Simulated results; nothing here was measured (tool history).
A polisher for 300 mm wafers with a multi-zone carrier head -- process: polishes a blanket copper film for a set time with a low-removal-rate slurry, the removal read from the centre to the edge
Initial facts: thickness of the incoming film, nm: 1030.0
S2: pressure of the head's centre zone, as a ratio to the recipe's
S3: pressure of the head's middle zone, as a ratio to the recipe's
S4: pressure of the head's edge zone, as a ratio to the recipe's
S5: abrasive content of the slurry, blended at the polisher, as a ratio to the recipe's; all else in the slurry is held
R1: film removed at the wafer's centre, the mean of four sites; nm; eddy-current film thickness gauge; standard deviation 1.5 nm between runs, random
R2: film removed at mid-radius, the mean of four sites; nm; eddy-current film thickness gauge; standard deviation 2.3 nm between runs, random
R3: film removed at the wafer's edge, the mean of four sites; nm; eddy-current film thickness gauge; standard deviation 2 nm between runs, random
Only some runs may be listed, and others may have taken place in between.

Run 1, hour 0: flow of slurry (ml/min) 190, S2 1, S3 1, S4 1, S5 1, polishing time (s) 48. Result: R1 166.62 nm, R2 167.75 nm, R3 172.84 nm.
Run 2, hour 5.5: flow of slurry (ml/min) 190, S2 1.05, S3 1, S4 1, S5 1, polishing time (s) 48. Result: R1 173.42 nm, R2 163.54 nm, R3 171.27 nm.
Run 3, hour 12.6: flow of slurry (ml/min) 200, S2 1.06, S3 1.03, S4 1.01, S5 1.05, polishing time (s) 48. Result: R1 179.19 nm, R2 174.31 nm, R3 174.74 nm.
Run 4, hour 15.4: flow of slurry (ml/min) 210, S2 1.07, S3 1.05, S4 1.03, S5 1.1, polishing time (s) 48. Result: R1 188.11 nm, R2 178.05 nm, R3 177.65 nm.
Run 5, hour 16.6: flow of slurry (ml/min) 215, S2 1.06, S3 1.07, S4 1.05, S5 1.15, polishing time (s) 48. Result: R1 186.36 nm, R2 184.02 nm, R3 182.34 nm.
At hour 18.5: slurry nozzle cleaned.
Run 6, hour 18.5: flow of slurry (ml/min) 220, S2 1.06, S3 1.09, S4 1.06, S5 1.2, polishing time (s) 48. Result: R1 198.67 nm, R2 202 nm, R3 189.12 nm.
Run 7, hour 23.7: flow of slurry (ml/min) 225, S2 1.06, S3 1.1, S4 1.07, S5 1.2, polishing time (s) 48. Result: R1 202.6 nm, R2 203.38 nm, R3 194.75 nm.
Run 8, hour 29.3: flow of slurry (ml/min) 230, S2 1.06, S3 1.11, S4 1.07, S5 1.2, polishing time (s) 48. Result: R1 200.86 nm, R2 201.37 nm, R3 192.89 nm.
Run 9, hour 37.5: flow of slurry (ml/min) 235, S2 1.06, S3 1.12, S4 1.07, S5 1.2, polishing time (s) 48. Result: R1 200.43 nm, R2 210.4 nm, R3 195.56 nm.

Run 10 is up next; what results do you expect?
Run 10, hour 39.9: flow of slurry (ml/min) 240, S2 1.06, S3 1.12, S4 1.07, S5 1.2, polishing time (s) 48. Result: R1 ?, R2 ?, R3 ?.

R1: 199.81 nm
R2: 206.87 nm
R3: 197.87 nm

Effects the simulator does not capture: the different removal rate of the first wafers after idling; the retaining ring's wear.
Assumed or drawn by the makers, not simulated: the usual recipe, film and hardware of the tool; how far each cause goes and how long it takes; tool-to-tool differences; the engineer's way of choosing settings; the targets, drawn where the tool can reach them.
